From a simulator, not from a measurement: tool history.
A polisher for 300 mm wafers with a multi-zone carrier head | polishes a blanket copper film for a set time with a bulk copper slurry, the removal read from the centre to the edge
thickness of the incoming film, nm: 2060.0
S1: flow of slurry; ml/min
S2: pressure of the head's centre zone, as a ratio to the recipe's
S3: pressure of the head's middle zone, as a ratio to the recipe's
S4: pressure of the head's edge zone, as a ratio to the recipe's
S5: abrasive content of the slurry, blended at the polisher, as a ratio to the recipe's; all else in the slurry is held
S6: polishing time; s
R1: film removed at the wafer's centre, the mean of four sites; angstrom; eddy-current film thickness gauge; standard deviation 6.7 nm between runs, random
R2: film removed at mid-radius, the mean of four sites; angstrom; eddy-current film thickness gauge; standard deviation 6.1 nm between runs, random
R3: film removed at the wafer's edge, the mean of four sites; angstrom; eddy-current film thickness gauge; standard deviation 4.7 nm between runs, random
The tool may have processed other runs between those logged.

{"run": 1, "hour": 0.0, "S1": 235, "S2": 1, "S3": 1, "S4": 1, "S5": 1, "S6": 46, "R1": 3188.1, "R2": 3282.5, "R3": 3180.5}
{"run": 2, "hour": 4.9, "S1": 240, "S2": 1.01, "S3": 1.03, "S4": 1.03, "S5": 1.15, "S6": 48, "R1": 3438.6, "R2": 3648.5, "R3": 3535.3}
{"run": 3, "hour": 11.3, "S1": 245, "S2": 1.04, "S3": 1.06, "S4": 1.05, "S5": 1.25, "S6": 49, "R1": 3705.6, "R2": 3934.8, "R3": 3632.8}
{"run": 4, "hour": 14.8, "S1": 250, "S2": 1.04, "S3": 1.07, "S4": 1.07, "S5": 1.3, "S6": 51, "R1": 3956.7, "R2": 4025.7, "R3": 3904.1}
{"run": 5, "hour": 20.5, "S1": 250, "S2": 1.04, "S3": 1.07, "S4": 1, "S5": 1.3, "S6": 51, "R1": 3968.3, "R2": 4132.4, "R3": 3892.7}
{"run": 6, "hour": 27.6, "S1": 250, "S2": 1.04, "S3": 1.07, "S4": 1, "S5": 1.5, "S6": 51, "R1": 4167.3, "R2": 4241.7, "R3": 3970.3}
{"run": 7, "hour": 34.1, "S1": 255, "S2": 1.03, "S3": 1.08, "S4": 1.01, "S5": 1.5, "S6": 52, "R1": 4177.9, "R2": 4384.3, "R3": 4030.3}

Run 8 comes next. What will it give?
{"run": 8, "hour": 34.8, "S1": 255, "S2": 1.02, "S3": 1.08, "S4": 1.02, "S5": 1.5, "S6": 53, "R1": "?", "R2": "?", "R3": "?"}

Logged for run 8: R1 4266.4 angstrom, R2 4482 angstrom, R3 4197.5 angstrom.

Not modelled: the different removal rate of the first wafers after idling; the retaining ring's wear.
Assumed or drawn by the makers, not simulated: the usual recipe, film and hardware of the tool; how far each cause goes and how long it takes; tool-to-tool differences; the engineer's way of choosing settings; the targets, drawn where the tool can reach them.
